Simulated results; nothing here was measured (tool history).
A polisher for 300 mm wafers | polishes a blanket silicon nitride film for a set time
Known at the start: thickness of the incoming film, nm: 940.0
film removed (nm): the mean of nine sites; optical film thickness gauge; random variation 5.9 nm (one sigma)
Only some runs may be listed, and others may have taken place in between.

run	day	flow of slurry (ml/min)	pressure of the wafer on the pad (psi)	speed of the pad under the wafer (cm/s)	polishing time (s)	film removed (nm)
1	0.000	135	4.0	128	105	278.13
2	0.129	135	4.0	110	105	243.22
3	0.442	135	4.5	114	105	280.60
4	0.562	135	4.5	88	105	231.34
5	0.688	135	4.8	96	105	262.03
6	0.762	135	5.5	96	105	294.03
7	0.788	135	5.6	106	105	335.89
8	0.979	135	5.7	112	105	356.70

What does the tool deliver on the next run?
9	1.208	135	5.8	116	105	?

Run 9 measured film removed (nm) 378.30.

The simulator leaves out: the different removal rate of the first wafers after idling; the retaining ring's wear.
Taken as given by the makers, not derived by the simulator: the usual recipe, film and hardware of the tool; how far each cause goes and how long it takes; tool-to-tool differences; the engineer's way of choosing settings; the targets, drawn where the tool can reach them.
